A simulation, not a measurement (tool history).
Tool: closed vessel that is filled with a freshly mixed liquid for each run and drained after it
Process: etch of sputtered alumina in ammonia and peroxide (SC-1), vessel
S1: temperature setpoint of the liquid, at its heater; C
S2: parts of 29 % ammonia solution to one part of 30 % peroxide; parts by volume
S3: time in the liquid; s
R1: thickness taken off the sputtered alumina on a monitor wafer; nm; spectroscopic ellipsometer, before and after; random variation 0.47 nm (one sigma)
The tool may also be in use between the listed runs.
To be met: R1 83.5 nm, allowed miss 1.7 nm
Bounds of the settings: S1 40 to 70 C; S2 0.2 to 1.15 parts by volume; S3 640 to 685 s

run  hour    S1    S2   S3      R1
  1     0    56  0.65  640  64.241
  2   3.9  57.5  0.65  640  70.359
  3  12.9  58.5  0.65  640  73.201
  4  16.5    59  0.65  640  74.866
  5  18.9  59.5  0.65  640  77.308
  6  25.9  59.5  0.65  640  76.786
  7  31.5    60  0.65  640  78.606
  8  38.1  60.5  0.65  640  80.297

Which of these 5 next moves meets every target?
  A  44.7    61   0.6  650   ?
  B  44.7  58.5  0.75  640   ?
  C  44.7    58  0.85  680   ?
  D  44.7    61  0.75  655   ?
  E  44.7  59.5   0.7  640   ?

move      R1
   A  83.986
   B  74.269
   C  77.805
   D  86.438
   E  77.699
A: meets every target
B: further off than the last run
C: further off than the last run
D: takes the result that was furthest off past its target
E: further off than the last run
Move A is the one to make.
